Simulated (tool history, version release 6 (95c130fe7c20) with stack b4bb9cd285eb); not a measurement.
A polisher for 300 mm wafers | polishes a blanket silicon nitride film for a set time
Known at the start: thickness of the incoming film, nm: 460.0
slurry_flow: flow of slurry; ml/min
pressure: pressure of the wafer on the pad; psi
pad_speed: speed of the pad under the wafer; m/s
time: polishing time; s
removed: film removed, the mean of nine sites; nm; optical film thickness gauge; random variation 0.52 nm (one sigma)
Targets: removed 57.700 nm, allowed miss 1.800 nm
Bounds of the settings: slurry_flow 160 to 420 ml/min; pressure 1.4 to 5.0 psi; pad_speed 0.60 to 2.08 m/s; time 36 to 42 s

run 1 hour=0.0 | slurry_flow=270 pressure=3.2 pad_speed=1.34 time=42 | removed=70.835
run 2 hour=7.4 | slurry_flow=270 pressure=3.1 pad_speed=1.34 time=42 | removed=68.639
run 3 hour=16.0 | slurry_flow=270 pressure=3.1 pad_speed=1.34 time=42 | removed=68.855
run 4 hour=18.5 | slurry_flow=270 pressure=2.3 pad_speed=1.34 time=42 | removed=50.981
run 5 hour=20.1 | slurry_flow=270 pressure=2.3 pad_speed=1.34 time=36 | removed=44.859
run 6 hour=28.8 | slurry_flow=240 pressure=2.3 pad_speed=1.34 time=36 | removed=44.009
run 7 hour=33.2 | slurry_flow=265 pressure=2.4 pad_speed=1.34 time=36 | removed=46.521
run 8 hour=34.8 | slurry_flow=275 pressure=2.5 pad_speed=1.34 time=36 | removed=48.655
run 9 hour=39.2 | slurry_flow=305 pressure=3.1 pad_speed=1.34 time=36 | removed=60.574

5 next moves are on the table. One of them brings every result within its allowed miss. Which?
run A hour=43.6 | slurry_flow=310 pressure=3.2 pad_speed=1.26 time=37 | removed=?
run B hour=43.6 | slurry_flow=340 pressure=3.2 pad_speed=1.32 time=37 | removed=?
run C hour=43.6 | slurry_flow=320 pressure=2.7 pad_speed=1.42 time=38 | removed=?
run D hour=43.6 | slurry_flow=340 pressure=3.1 pad_speed=1.26 time=39 | removed=?
run E hour=43.6 | slurry_flow=290 pressure=3.0 pad_speed=1.42 time=37 | removed=?

move=A removed=60.836
move=B removed=63.205
move=C removed=57.651
move=D removed=62.594
move=E removed=61.695
A: further off than the last run
B: further off than the last run
C: meets every target
D: further off than the last run
E: further off than the last run
The right move is C.
